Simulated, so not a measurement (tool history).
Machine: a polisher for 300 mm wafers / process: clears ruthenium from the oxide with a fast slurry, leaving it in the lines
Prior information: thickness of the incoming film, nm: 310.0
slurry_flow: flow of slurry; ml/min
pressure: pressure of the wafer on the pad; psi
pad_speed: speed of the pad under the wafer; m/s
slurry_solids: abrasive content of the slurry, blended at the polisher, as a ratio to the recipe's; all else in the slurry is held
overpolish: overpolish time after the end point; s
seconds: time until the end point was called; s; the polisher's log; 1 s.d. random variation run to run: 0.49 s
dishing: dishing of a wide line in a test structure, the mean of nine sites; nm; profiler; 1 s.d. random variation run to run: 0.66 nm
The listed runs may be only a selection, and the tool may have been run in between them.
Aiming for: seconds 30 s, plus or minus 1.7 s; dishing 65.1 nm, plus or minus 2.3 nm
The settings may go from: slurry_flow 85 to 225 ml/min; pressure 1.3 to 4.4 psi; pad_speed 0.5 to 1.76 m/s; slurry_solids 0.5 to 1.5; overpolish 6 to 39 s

run,hour,slurry_flow,pressure,pad_speed,slurry_solids,overpolish,seconds,dishing
1,0,145,2.8,1.12,1,20,70.31,48.643
2,2,145,2.8,1.12,0.8,20,77.362,46.198
3,6,150,3.1,1.2,0.8,19,63.638,49.417
4,13,155,3.4,1.26,0.8,18,55.71,52.199
5,17.9,155,3.6,1.32,0.8,17,50.946,53.429
# hour 25.1: slurry blender recalibrated
6,25.1,160,3.8,1.38,0.8,16,41.096,57.033
7,32.6,165,3.9,1.38,0.8,16,39.359,57.411
8,38.5,170,4,1.38,0.8,16,38.581,58.013
9,41,170,4.4,1.54,0.8,15,31.447,60.562

Pick the move, out of 4, that brings all results within their allowed miss; only one does.
A,43.5,180,3.8,1.6,0.8,21,?,?
B,43.5,190,4.1,1.66,0.85,18,?,?
C,43.5,225,4.4,1.66,0.85,21,?,?
D,43.5,170,4.4,1.52,0.7,19,?,?

move,seconds,dishing
A,34.147,66.128
B,29.729,65.873
C,27.134,69.248
D,32.811,65.117
A: brings the last run's worst result on target, with another outside its allowed miss
B: hits every target within its allowed miss
C: carries the result that was furthest off beyond its target, to the other side
D: brings the last run's worst result on target, with another outside its allowed miss
Correct choice: B, which meets every target
